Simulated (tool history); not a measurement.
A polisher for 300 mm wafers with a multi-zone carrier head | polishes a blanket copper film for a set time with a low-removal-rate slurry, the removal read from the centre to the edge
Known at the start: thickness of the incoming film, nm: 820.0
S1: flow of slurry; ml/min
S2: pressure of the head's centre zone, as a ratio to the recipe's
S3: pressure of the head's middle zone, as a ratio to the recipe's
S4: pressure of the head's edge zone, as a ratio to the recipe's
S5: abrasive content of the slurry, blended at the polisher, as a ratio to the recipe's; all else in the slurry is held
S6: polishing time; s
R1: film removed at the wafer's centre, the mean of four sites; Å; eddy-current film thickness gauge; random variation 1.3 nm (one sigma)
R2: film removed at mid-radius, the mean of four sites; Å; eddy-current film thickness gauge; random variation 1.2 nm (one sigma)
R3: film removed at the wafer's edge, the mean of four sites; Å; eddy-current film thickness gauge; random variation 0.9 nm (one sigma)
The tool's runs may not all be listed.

run 1 day=0.000 | S1=245 S2=1.00 S3=1.00 S4=1.00 S5=1.00 S6=85 | R1=1248.5 R2=1227.8 R3=1239.7
run 2 day=0.046 | S1=245 S2=1.00 S3=1.00 S4=1.06 S5=1.00 S6=85 | R1=1232.2 R2=1224.5 R3=1270.0
run 3 day=0.275 | S1=250 S2=0.98 S3=1.00 S4=1.09 S5=1.05 S6=85 | R1=1236.9 R2=1225.0 R3=1305.9
run 4 day=0.500 | S1=250 S2=0.98 S3=1.00 S4=1.09 S5=1.05 S6=94 | R1=1377.2 R2=1404.9 R3=1438.3
run 5 day=0.871 | S1=240 S2=0.95 S3=0.98 S4=1.09 S5=1.05 S6=94 | R1=1311.5 R2=1349.2 R3=1432.3
run 6 day=1.117 | S1=225 S2=0.93 S3=0.97 S4=1.09 S5=1.05 S6=94 | R1=1258.0 R2=1327.8 R3=1433.3
run 7 day=1.221 | S1=225 S2=0.93 S3=0.97 S4=1.09 S5=1.05 S6=94 | R1=1308.0 R2=1334.8 R3=1434.3

The next listed run, before its measurement:
run 8 day=1.342 | S1=190 S2=0.84 S3=0.93 S4=1.07 S5=1.00 S6=94 | R1=? R2=? R3=?

R1: 1112.7 Å
R2: 1237.0 Å
R3: 1378.0 Å
